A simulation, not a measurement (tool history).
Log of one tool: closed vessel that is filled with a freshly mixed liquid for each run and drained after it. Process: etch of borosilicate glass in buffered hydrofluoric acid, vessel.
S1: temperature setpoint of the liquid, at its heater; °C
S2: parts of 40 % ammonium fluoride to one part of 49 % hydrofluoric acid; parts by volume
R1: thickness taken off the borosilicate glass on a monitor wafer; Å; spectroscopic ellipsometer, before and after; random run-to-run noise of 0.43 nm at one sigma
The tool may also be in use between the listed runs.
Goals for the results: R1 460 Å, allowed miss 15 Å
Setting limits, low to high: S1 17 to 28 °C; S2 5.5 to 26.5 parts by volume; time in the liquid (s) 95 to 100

{"run": 1, "hour": 0.0, "S1": 20, "S2": 16, "time in the liquid (s)": 95, "R1": 578.98}
{"run": 2, "hour": 8.0, "S1": 23.5, "S2": 16, "time in the liquid (s)": 95, "R1": 693.53}
{"run": 3, "hour": 15.6, "S1": 23.5, "S2": 18, "time in the liquid (s)": 95, "R1": 620.34}
{"run": 4, "hour": 18.9, "S1": 23.5, "S2": 15, "time in the liquid (s)": 95, "R1": 734.54}
{"run": 5, "hour": 22.4, "S1": 23.5, "S2": 13, "time in the liquid (s)": 95, "R1": 865.21}
{"run": 6, "hour": 27.9, "S1": 23.5, "S2": 11, "time in the liquid (s)": 95, "R1": 1012.6}
{"run": 7, "hour": 32.7, "S1": 21.5, "S2": 13, "time in the liquid (s)": 95, "R1": 775.72}
{"run": 8, "hour": 35.8, "S1": 20, "S2": 14.5, "time in the liquid (s)": 95, "R1": 635.56}
{"run": 9, "hour": 41.7, "S1": 19, "S2": 15, "time in the liquid (s)": 95, "R1": 582.2}
{"hour": 48.5, "done": "thermometer replaced"}
{"run": 10, "hour": 48.5, "S1": 17, "S2": 17.5, "time in the liquid (s)": 95, "R1": 495.52}
{"run": 11, "hour": 53.0, "S1": 17, "S2": 18, "time in the liquid (s)": 95, "R1": 485.12}

Which single option among these 4 for the next run brings every result within its allowed miss of target? Just one does.
{"run": "A", "hour": 57.5, "S1": 17, "S2": 17, "time in the liquid (s)": 95, "R1": "?"}
{"run": "B", "hour": 57.5, "S1": 17, "S2": 18.5, "time in the liquid (s)": 95, "R1": "?"}
{"run": "C", "hour": 57.5, "S1": 17, "S2": 18, "time in the liquid (s)": 100, "R1": "?"}
{"run": "D", "hour": 57.5, "S1": 18.5, "S2": 19.5, "time in the liquid (s)": 100, "R1": "?"}

move=A R1=503.27
move=B R1=462.66
move=C R1=500.47
move=D R1=502.5
A: further off than the last run
B: meets every target
C: further off than the last run
D: further off than the last run
Go with B: it meets all targets.
